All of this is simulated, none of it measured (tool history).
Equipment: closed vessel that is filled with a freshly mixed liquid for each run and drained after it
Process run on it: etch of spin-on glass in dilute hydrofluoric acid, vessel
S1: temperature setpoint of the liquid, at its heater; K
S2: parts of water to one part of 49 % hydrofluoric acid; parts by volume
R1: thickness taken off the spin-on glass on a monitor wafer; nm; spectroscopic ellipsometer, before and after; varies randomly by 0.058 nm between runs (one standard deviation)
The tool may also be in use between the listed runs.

run 1 hour=0 | S1=299.15 S2=135 time_in_the_liquid_(s)=30 | R1=12.835
run 2 hour=4.7 | S1=302.15 S2=135 time_in_the_liquid_(s)=30 | R1=14.397
run 3 hour=8.8 | S1=301.65 S2=135 time_in_the_liquid_(s)=30 | R1=14.105
run 4 hour=12.7 | S1=301.15 S2=135 time_in_the_liquid_(s)=30 | R1=13.726
run 5 hour=16.6 | S1=301.15 S2=105 time_in_the_liquid_(s)=30 | R1=18.555
run 6 hour=19.6 | S1=300.15 S2=105 time_in_the_liquid_(s)=30 | R1=17.747
run 7 hour=27.2 | S1=299.15 S2=105 time_in_the_liquid_(s)=30 | R1=17.175
run 8 hour=29.4 | S1=298.15 S2=105 time_in_the_liquid_(s)=30 | R1=16.504
run 9 hour=35.9 | S1=297.15 S2=105 time_in_the_liquid_(s)=30 | R1=15.837
run 10 hour=42.4 | S1=296.65 S2=105 time_in_the_liquid_(s)=30 | R1=15.581

Run 11 has not been measured yet. What should we expect?
run 11 hour=51.4 | S1=296.15 S2=105 time_in_the_liquid_(s)=30 | R1=?

For run 11 the tool returned R1 15.218 nm.
